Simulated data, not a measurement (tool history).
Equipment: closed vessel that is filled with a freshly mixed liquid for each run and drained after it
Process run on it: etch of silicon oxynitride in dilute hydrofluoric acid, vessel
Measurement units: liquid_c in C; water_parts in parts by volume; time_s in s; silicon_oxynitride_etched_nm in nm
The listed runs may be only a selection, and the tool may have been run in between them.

Run 1, day 0: liquid_c 24 C, water_parts 40 parts by volume, time_s 35 s. Result: silicon_oxynitride_etched_nm 4.3664 nm.
Run 2, day 0.346: liquid_c 24.5 C, water_parts 40 parts by volume, time_s 35 s. Result: silicon_oxynitride_etched_nm 4.4073 nm.
Run 3, day 0.533: liquid_c 24.5 C, water_parts 40 parts by volume, time_s 35 s. Result: silicon_oxynitride_etched_nm 4.4601 nm.
Run 4, day 0.783: liquid_c 25 C, water_parts 40 parts by volume, time_s 35 s. Result: silicon_oxynitride_etched_nm 4.588 nm.
Run 5, day 1.008: liquid_c 25 C, water_parts 40 parts by volume, time_s 30 s. Result: silicon_oxynitride_etched_nm 3.9089 nm.
Run 6, day 1.275: liquid_c 28 C, water_parts 40 parts by volume, time_s 30 s. Result: silicon_oxynitride_etched_nm 4.5334 nm.
At day 1.475: hydrofluoric acid flow meter replaced.
Run 7, day 1.475: liquid_c 28.5 C, water_parts 40 parts by volume, time_s 30 s. Result: silicon_oxynitride_etched_nm 4.3183 nm.

Predict the results of run 8:
Run 8, day 1.729: liquid_c 29 C, water_parts 40 parts by volume, time_s 30 s. Result: silicon_oxynitride_etched_nm ?.

Logged for run 8: silicon_oxynitride_etched_nm 4.3958 nm.
